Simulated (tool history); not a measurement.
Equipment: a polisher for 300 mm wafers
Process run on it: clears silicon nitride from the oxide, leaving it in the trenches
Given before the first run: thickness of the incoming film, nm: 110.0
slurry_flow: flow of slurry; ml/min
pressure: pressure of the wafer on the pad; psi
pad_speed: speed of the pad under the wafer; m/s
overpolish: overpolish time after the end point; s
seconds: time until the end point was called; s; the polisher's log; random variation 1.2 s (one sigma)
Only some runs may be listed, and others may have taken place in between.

run 1 hour=0 | slurry_flow=310 pressure=2.9 pad_speed=1.06 overpolish=8 | seconds=108.77
run 2 hour=7.9 | slurry_flow=310 pressure=3.3 pad_speed=1.08 overpolish=8 | seconds=92.031
run 3 hour=13.3 | slurry_flow=310 pressure=3.3 pad_speed=1.08 overpolish=8 | seconds=91.51
run 4 hour=16.3 | slurry_flow=310 pressure=3.6 pad_speed=1.1 overpolish=8 | seconds=86.238
run 5 hour=19.6 | slurry_flow=310 pressure=3.6 pad_speed=0.92 overpolish=8 | seconds=94.472
run 6 hour=27.9 | slurry_flow=310 pressure=3.1 pad_speed=0.92 overpolish=8 | seconds=109.22
run 7 hour=31.5 | slurry_flow=315 pressure=3.5 pad_speed=1 overpolish=8 | seconds=91.255
run 8 hour=36.6 | slurry_flow=315 pressure=3.8 pad_speed=1.02 overpolish=8 | seconds=80.444
run 9 hour=42.8 | slurry_flow=315 pressure=4 pad_speed=1.04 overpolish=8 | seconds=76.443
run 10 hour=50.9 | slurry_flow=315 pressure=4.1 pad_speed=1.06 overpolish=8 | seconds=77.807

Expected results for the next run?
run 11 hour=58.6 | slurry_flow=315 pressure=4.1 pad_speed=1.06 overpolish=8 | seconds=?

seconds: 76.354 s
